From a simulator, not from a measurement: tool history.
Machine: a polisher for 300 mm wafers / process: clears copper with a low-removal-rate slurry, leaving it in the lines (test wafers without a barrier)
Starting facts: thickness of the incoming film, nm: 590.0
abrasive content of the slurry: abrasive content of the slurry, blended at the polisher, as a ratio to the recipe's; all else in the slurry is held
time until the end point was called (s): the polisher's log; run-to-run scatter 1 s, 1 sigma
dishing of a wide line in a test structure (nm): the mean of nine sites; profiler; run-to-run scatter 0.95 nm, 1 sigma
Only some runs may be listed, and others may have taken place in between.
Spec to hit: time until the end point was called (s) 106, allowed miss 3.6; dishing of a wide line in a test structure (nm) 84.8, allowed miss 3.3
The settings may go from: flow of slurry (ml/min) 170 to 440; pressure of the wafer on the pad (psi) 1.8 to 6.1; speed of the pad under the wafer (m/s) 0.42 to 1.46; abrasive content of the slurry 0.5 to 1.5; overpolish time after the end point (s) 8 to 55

run	hour	flow of slurry (ml/min)	pressure of the wafer on the pad (psi)	speed of the pad under the wafer (m/s)	abrasive content of the slurry	overpolish time after the end point (s)	time until the end point was called (s)	dishing of a wide line in a test structure (nm)
1	0	280	3.9	0.94	1	28	212.24	47.166
2	5	280	4.4	0.96	1	28	183.22	53.11
3	9.3	280	4.8	0.98	1	28	166.54	57.547
4	17.8	255	4.8	0.98	1	28	167.27	58.58
5	19.1	190	4.8	0.98	1	28	170.68	56.746
6	22.5	195	5.1	1.02	1	28	155.87	59.847
7	30.6	210	5.3	1.06	1	28	144.21	63.838
8	34.3	215	5.5	1.1	1	28	135.13	67.087
9	40.6	215	5.6	1.14	1	28	128.08	68.701
10	44.5	215	5.7	1.16	1	29	125.31	71.785
11	47.7	215	5.8	1.18	1	29	120.44	75.164

Which of these 5 next moves meets every target?
A	50.9	215	6.1	1.18	1.15	24	?	?
B	50.9	170	5.3	1.22	1.15	26	?	?
C	50.9	295	5.7	1.4	1.2	27	?	?
D	50.9	215	6.1	1.3	1	31	?	?
E	50.9	310	6.1	0.98	1.1	26	?	?

move	time until the end point was called (s)	dishing of a wide line in a test structure (nm)
A	113.12	70.926
B	129.47	67.396
C	100.23	82.139
D	106.92	86.521
E	129.35	68.33
A: roughly where the last run was
B: further off than the last run
C: the result that was furthest off in the last run now lies on the other side of its target
D: all results land within tolerance of their targets
E: further off than the last run
So the answer is move D, the one that meets all the targets.

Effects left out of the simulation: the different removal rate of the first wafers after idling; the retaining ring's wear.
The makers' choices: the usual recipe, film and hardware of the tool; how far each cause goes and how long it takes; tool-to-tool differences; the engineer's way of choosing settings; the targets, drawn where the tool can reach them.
